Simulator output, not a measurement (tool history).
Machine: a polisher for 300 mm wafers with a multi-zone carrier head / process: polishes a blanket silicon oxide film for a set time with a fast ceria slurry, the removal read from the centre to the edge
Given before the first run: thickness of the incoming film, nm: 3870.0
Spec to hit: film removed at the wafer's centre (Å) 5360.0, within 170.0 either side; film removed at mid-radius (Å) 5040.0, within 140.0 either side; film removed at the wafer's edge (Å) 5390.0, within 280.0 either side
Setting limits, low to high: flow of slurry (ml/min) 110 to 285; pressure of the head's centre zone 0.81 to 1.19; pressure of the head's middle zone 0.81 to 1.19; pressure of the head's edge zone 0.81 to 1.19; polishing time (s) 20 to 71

run  hour  flow of slurry (ml/min)  pressure of the head's centre zone  pressure of the head's middle zone  pressure of the head's edge zone  polishing time (s)  film removed at the wafer's centre (Å)  film removed at mid-radius (Å)  film removed at the wafer's edge (Å)
  1   0.0                      180                                1.00                                1.00                              1.00                  45                                  7284.2                          7426.0                                7546.9
  2   6.0                      175                                1.00                                0.98                              0.98                  44                                  7101.0                          7212.9                                7619.4
  3   8.0                      180                                1.01                                0.98                              0.98                  42                                  6911.8                          6801.6                                7085.7
  4   9.3                      180                                1.01                                0.98                              1.04                  42                                  6859.0                          6813.8                                7048.7
  5  14.9                      180                                1.01                                0.98                              1.04                  37                                  6107.2                          6072.2                                6465.8
  6  23.1                      180                                1.02                                0.98                              1.04                  36                                  6000.4                          5848.6                                6243.7
  7  29.8                      180                                1.02                                0.98                              1.04                  35                                  5816.8                          5751.1                                6148.2
  8  33.4                      180                                1.03                                0.98                              1.04                  34                                  5741.9                          5582.3                                5985.3
  9  39.4                      180                                1.04                                0.98                              1.04                  34                                  5698.3                          5573.6                                5973.6
 10  43.9                      180                                1.05                                0.98                              1.04                  34                                  5780.7                          5544.7                                5876.2
 11  45.7                      175                                1.05                                0.98                              1.04                  34                                  5786.5                          5569.2                                5776.9
 12  50.3                      170                                1.05                                0.97                              1.04                  34                                  5650.8                          5421.7                                5945.7
 13  58.5                      170                                1.06                                0.97                              1.04                  34                                  5741.3                          5441.2                                5935.1
 14  65.8                      170                                1.07                                0.97                              1.04                  34                                  5886.5                          5505.6                                5815.5
 15  68.1                      165                                1.07                                0.97                              1.04                  34                                  5812.4                          5401.3                                5817.3
 16  71.8                      160                                1.07                                0.97                              1.04                  34                                  5693.4                          5419.2                                5901.8

5 next moves are on the table. One of them brings every result within its allowed miss. Which?
  A  75.5                      160                                1.06                                0.87                              0.99                  32                                       ?                               ?                                     ?
  B  75.5                      215                                1.17                                0.90                              1.06                  30                                       ?                               ?                                     ?
  C  75.5                      130                                1.09                                0.99                              1.02                  33                                       ?                               ?                                     ?
  D  75.5                      185                                1.05                                0.94                              1.05                  34                                       ?                               ?                                     ?
  E  75.5                      110                                0.97                                0.84                              1.06                  39                                       ?                               ?                                     ?

move  film removed at the wafer's centre (Å)  film removed at mid-radius (Å)  film removed at the wafer's edge (Å)
   A                                  5367.3                          4665.4                                5365.4
   B                                  5883.5                          4714.6                                5397.7
   C                                  5396.9                          5046.6                                5416.5
   D                                  5825.4                          5392.4                                5979.5
   E                                  5360.6                          5035.0                                6319.2
A: pushes the last run's worst result past its target
B: pushes the last run's worst result past its target
C: all results land within tolerance of their targets
D: no better and no worse than the last run
E: the worst result of the last run now meets its target, but another is out of spec
Correct choice: C, which meets every target
